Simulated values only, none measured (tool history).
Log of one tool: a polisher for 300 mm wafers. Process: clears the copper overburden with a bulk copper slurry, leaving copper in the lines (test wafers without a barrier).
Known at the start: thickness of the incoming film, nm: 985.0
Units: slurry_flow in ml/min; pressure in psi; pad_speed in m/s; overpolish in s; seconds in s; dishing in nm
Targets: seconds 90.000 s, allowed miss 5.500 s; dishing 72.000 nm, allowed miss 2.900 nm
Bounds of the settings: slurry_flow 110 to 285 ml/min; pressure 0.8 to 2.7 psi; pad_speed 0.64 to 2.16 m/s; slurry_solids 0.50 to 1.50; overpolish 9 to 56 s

run 1 hour=0.0 | slurry_flow=180 pressure=1.7 pad_speed=1.40 slurry_solids=1.00 overpolish=29 | seconds=137.960 dishing=69.281
run 2 hour=8.6 | slurry_flow=180 pressure=1.8 pad_speed=1.42 slurry_solids=1.00 overpolish=27 | seconds=128.020 dishing=70.544
run 3 hour=9.9 | slurry_flow=180 pressure=1.9 pad_speed=1.44 slurry_solids=1.00 overpolish=25 | seconds=123.910 dishing=68.220
run 4 hour=16.0 | slurry_flow=180 pressure=1.6 pad_speed=1.44 slurry_solids=1.00 overpolish=25 | seconds=136.280 dishing=65.652
-- hour=19.6 slurry nozzle cleaned
run 5 hour=19.6 | slurry_flow=180 pressure=1.7 pad_speed=1.46 slurry_solids=1.00 overpolish=24 | seconds=124.010 dishing=67.751
run 6 hour=20.6 | slurry_flow=180 pressure=1.7 pad_speed=1.46 slurry_solids=1.10 overpolish=24 | seconds=122.530 dishing=67.040
run 7 hour=21.6 | slurry_flow=180 pressure=1.8 pad_speed=1.48 slurry_solids=1.10 overpolish=23 | seconds=115.980 dishing=67.990
run 8 hour=26.1 | slurry_flow=180 pressure=1.9 pad_speed=1.50 slurry_solids=1.10 overpolish=22 | seconds=112.680 dishing=67.863
run 9 hour=27.4 | slurry_flow=180 pressure=2.0 pad_speed=1.52 slurry_solids=1.10 overpolish=22 | seconds=103.510 dishing=71.559
run 10 hour=32.7 | slurry_flow=180 pressure=2.0 pad_speed=1.52 slurry_solids=1.10 overpolish=21 | seconds=103.460 dishing=69.120
run 11 hour=39.1 | slurry_flow=180 pressure=2.2 pad_speed=1.56 slurry_solids=1.10 overpolish=18 | seconds=100.800 dishing=68.423

Which of these 4 next moves meets every target?
run A hour=45.5 | slurry_flow=175 pressure=2.0 pad_speed=1.52 slurry_solids=1.20 overpolish=19 | seconds=? dishing=?
run B hour=45.5 | slurry_flow=195 pressure=2.2 pad_speed=1.48 slurry_solids=0.95 overpolish=23 | seconds=? dishing=?
run C hour=45.5 | slurry_flow=195 pressure=2.1 pad_speed=1.74 slurry_solids=1.10 overpolish=20 | seconds=? dishing=?
run D hour=45.5 | slurry_flow=115 pressure=1.8 pad_speed=1.70 slurry_solids=1.20 overpolish=20 | seconds=? dishing=?

move=A seconds=103.420 dishing=66.540
move=B seconds=101.460 dishing=71.880
move=C seconds=87.507 dishing=71.455
move=D seconds=108.360 dishing=65.578
A: further off than the last run
B: further off than the last run
C: meets every target
D: further off than the last run
Move C is the one to make.

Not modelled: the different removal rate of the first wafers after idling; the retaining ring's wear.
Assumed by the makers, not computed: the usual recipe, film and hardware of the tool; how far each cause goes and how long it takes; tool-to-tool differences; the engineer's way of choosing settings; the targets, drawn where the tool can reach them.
